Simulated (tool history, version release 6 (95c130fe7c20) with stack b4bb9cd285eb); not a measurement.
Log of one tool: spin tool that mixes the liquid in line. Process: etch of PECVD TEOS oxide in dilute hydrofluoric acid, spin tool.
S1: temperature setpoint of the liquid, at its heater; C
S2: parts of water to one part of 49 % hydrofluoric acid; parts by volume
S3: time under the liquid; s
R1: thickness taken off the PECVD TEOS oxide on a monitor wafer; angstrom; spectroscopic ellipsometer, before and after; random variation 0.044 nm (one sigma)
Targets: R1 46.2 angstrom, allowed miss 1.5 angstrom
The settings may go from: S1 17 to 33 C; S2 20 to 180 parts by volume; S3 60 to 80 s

run 1 hour=0 | S1=25 S2=100 S3=80 | R1=97.347
run 2 hour=1.5 | S1=24 S2=105 S3=80 | R1=88.503
run 3 hour=7.2 | S1=23 S2=110 S3=80 | R1=82.802
run 4 hour=10 | S1=22.5 S2=115 S3=80 | R1=76.037
run 5 hour=17.6 | S1=22.5 S2=115 S3=60 | R1=56.887
run 6 hour=19.4 | S1=22 S2=115 S3=60 | R1=56.316
run 7 hour=20 | S1=21.5 S2=115 S3=60 | R1=54.491
run 8 hour=28.5 | S1=21 S2=115 S3=60 | R1=53.417

Which of these 4 next moves meets every target?
run A hour=37 | S1=20.5 S2=115 S3=75 | R1=?
run B hour=37 | S1=25 S2=110 S3=60 | R1=?
run C hour=37 | S1=24 S2=145 S3=60 | R1=?
run D hour=37 | S1=20.5 S2=105 S3=70 | R1=?

move=A R1=64.264
move=B R1=64.645
move=C R1=45.252
move=D R1=66.427
A: further off than the last run
B: further off than the last run
C: meets every target
D: further off than the last run
Answer: C
